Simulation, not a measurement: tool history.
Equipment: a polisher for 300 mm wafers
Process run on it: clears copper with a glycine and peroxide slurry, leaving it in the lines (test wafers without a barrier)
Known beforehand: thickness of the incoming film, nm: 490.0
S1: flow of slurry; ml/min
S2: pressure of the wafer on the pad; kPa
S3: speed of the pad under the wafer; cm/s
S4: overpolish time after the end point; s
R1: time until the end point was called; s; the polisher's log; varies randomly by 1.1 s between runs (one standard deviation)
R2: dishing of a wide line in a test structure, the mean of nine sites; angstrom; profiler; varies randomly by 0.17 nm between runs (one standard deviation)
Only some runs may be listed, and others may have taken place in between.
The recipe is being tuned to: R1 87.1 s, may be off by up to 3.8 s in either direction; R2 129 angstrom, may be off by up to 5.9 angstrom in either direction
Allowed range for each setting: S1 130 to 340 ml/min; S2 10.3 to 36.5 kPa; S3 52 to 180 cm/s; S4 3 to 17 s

{"run": 1, "hour": 0.0, "S1": 220, "S2": 23.4, "S3": 116, "S4": 9, "R1": 75.626, "R2": 392.37}
{"run": 2, "hour": 8.3, "S1": 220, "S2": 23.4, "S3": 96, "S4": 9, "R1": 87.989, "R2": 349.76}
{"run": 3, "hour": 10.7, "S1": 195, "S2": 20, "S3": 108, "S4": 7, "R1": 88.005, "R2": 278.52}
{"run": 4, "hour": 18.3, "S1": 195, "S2": 24.8, "S3": 108, "S4": 7, "R1": 79.026, "R2": 312.61}
{"run": 5, "hour": 23.9, "S1": 195, "S2": 24.8, "S3": 90, "S4": 7, "R1": 92.356, "R2": 265.21}
{"run": 6, "hour": 29.0, "S1": 195, "S2": 24.8, "S3": 116, "S4": 7, "R1": 73.692, "R2": 332.16}
{"run": 7, "hour": 29.9, "S1": 180, "S2": 21.4, "S3": 118, "S4": 6, "R1": 77.416, "R2": 263.32}
{"run": 8, "hour": 37.4, "S1": 165, "S2": 18.6, "S3": 120, "S4": 5, "R1": 82.887, "R2": 213.78}
{"run": 9, "hour": 46.1, "S1": 155, "S2": 16.5, "S3": 124, "S4": 4, "R1": 88.283, "R2": 173.43}
{"run": 10, "hour": 52.9, "S1": 150, "S2": 15.2, "S3": 130, "S4": 4, "R1": 84.889, "R2": 169.35}
{"run": 11, "hour": 55.0, "S1": 145, "S2": 13.8, "S3": 134, "S4": 4, "R1": 87.588, "R2": 165.32}
{"run": 12, "hour": 60.7, "S1": 205, "S2": 10.3, "S3": 136, "S4": 3, "R1": 96.276, "R2": 120.97}
{"run": 13, "hour": 66.6, "S1": 210, "S2": 10.3, "S3": 138, "S4": 3, "R1": 93.461, "R2": 118.25}

Consider the 5 candidate settings below. Which is the only one whose results all fall within their allowed miss of target?
{"run": "A", "hour": 72.5, "S1": 265, "S2": 10.3, "S3": 118, "S4": 3, "R1": "?", "R2": "?"}
{"run": "B", "hour": 72.5, "S1": 195, "S2": 11, "S3": 144, "S4": 3, "R1": "?", "R2": "?"}
{"run": "C", "hour": 72.5, "S1": 175, "S2": 13.8, "S3": 148, "S4": 3, "R1": "?", "R2": "?"}
{"run": "D", "hour": 72.5, "S1": 205, "S2": 12.4, "S3": 154, "S4": 3, "R1": "?", "R2": "?"}
{"run": "E", "hour": 72.5, "S1": 210, "S2": 14.5, "S3": 150, "S4": 3, "R1": "?", "R2": "?"}

move=A R1=105.73 R2=110.48
move=B R1=89.411 R2=129.43
move=C R1=80.756 R2=142.6
move=D R1=80.45 R2=143
move=E R1=77.16 R2=148.86
A: its largest miss is bigger than the last run's
B: all results in spec
C: the result that was furthest off in the last run now lies on the other side of its target
D: the result that was furthest off in the last run now lies on the other side of its target
E: the result that was furthest off in the last run now lies on the other side of its target
The move that meets every target is B.

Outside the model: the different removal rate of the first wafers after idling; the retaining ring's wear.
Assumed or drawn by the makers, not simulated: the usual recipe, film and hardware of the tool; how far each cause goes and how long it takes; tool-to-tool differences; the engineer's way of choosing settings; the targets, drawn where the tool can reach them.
